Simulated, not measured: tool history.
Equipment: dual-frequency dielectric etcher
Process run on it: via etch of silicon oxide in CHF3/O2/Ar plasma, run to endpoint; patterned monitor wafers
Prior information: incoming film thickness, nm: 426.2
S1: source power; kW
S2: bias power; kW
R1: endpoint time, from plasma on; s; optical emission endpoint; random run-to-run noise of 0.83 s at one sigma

run 1 day=0 | S1=0.46 S2=0.236 | R1=229.94
run 2 day=0.212 | S1=0.49 S2=0.244 | R1=221.23
run 3 day=0.508 | S1=0.49 S2=0.274 | R1=208.48
run 4 day=0.783 | S1=0.52 S2=0.274 | R1=202.46
run 5 day=1.125 | S1=0.44 S2=0.274 | R1=216.28
run 6 day=1.317 | S1=0.37 S2=0.274 | R1=232.61
run 7 day=1.558 | S1=0.47 S2=0.301 | R1=202.31
run 8 day=1.792 | S1=0.48 S2=0.303 | R1=199.75

Run 9 comes next. What will it give?
run 9 day=2.092 | S1=0.49 S2=0.304 | R1=?

R1: 197.05 s
